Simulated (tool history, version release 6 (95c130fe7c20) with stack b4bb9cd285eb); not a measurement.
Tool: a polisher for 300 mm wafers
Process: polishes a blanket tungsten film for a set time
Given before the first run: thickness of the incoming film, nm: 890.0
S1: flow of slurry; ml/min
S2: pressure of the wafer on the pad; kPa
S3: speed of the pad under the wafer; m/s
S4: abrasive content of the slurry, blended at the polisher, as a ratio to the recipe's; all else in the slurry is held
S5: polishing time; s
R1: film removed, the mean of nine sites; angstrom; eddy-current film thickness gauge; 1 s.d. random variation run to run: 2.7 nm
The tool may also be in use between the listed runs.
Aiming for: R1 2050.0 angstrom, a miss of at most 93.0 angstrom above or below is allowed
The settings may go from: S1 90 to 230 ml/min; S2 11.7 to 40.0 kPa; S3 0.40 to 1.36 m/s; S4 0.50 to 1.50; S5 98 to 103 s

Run 1, hour 0.0: S1 150 ml/min, S2 25.5 kPa, S3 0.88 m/s, S4 1.00, S5 98 s. Result: R1 3854.0 angstrom.
Run 2, hour 7.3: S1 150 ml/min, S2 25.5 kPa, S3 0.88 m/s, S4 1.00, S5 103 s. Result: R1 3991.3 angstrom.
Run 3, hour 14.3: S1 150 ml/min, S2 23.4 kPa, S3 0.86 m/s, S4 1.00, S5 103 s. Result: R1 3628.9 angstrom.
Run 4, hour 15.2: S1 150 ml/min, S2 23.4 kPa, S3 0.68 m/s, S4 1.00, S5 103 s. Result: R1 2824.4 angstrom.
Run 5, hour 23.8: S1 150 ml/min, S2 23.4 kPa, S3 0.88 m/s, S4 1.00, S5 103 s. Result: R1 3633.6 angstrom.
Run 6, hour 30.0: S1 150 ml/min, S2 22.1 kPa, S3 0.88 m/s, S4 1.00, S5 103 s. Result: R1 3523.9 angstrom.
Run 7, hour 31.9: S1 150 ml/min, S2 20.7 kPa, S3 0.86 m/s, S4 1.00, S5 103 s. Result: R1 3190.1 angstrom.
Run 8, hour 37.8: S1 150 ml/min, S2 19.3 kPa, S3 0.86 m/s, S4 1.00, S5 103 s. Result: R1 2918.6 angstrom.
Run 9, hour 44.2: S1 150 ml/min, S2 18.6 kPa, S3 0.86 m/s, S4 1.00, S5 103 s. Result: R1 2780.1 angstrom.
Run 10, hour 49.7: S1 150 ml/min, S2 17.9 kPa, S3 0.86 m/s, S4 1.00, S5 103 s. Result: R1 2754.7 angstrom.
Run 11, hour 50.4: S1 150 ml/min, S2 17.2 kPa, S3 0.86 m/s, S4 1.00, S5 103 s. Result: R1 2668.1 angstrom.
Run 12, hour 54.9: S1 145 ml/min, S2 11.7 kPa, S3 0.82 m/s, S4 1.00, S5 103 s. Result: R1 1730.7 angstrom.

5 next moves are on the table. One of them brings every result within its allowed miss. Which?
Run A, hour 59.4: S1 135 ml/min, S2 13.1 kPa, S3 0.62 m/s, S4 1.20, S5 98 s. Result: R1 ?.
Run B, hour 59.4: S1 155 ml/min, S2 12.4 kPa, S3 0.64 m/s, S4 0.95, S5 98 s. Result: R1 ?.
Run C, hour 59.4: S1 135 ml/min, S2 13.8 kPa, S3 0.90 m/s, S4 1.10, S5 103 s. Result: R1 ?.
Run D, hour 59.4: S1 130 ml/min, S2 14.5 kPa, S3 0.78 m/s, S4 1.05, S5 103 s. Result: R1 ?.
Run E, hour 59.4: S1 165 ml/min, S2 13.1 kPa, S3 0.94 m/s, S4 1.15, S5 100 s. Result: R1 ?.

move      R1
   A  1494.0
   B  1413.9
   C  2313.5
   D  2074.8
   E  2320.0
A: moves away from the targets compared with the last run
B: moves away from the targets compared with the last run
C: takes the result that was furthest off past its target
D: every result lands within tolerance
E: takes the result that was furthest off past its target
So the answer is move D, the one that meets all the targets.
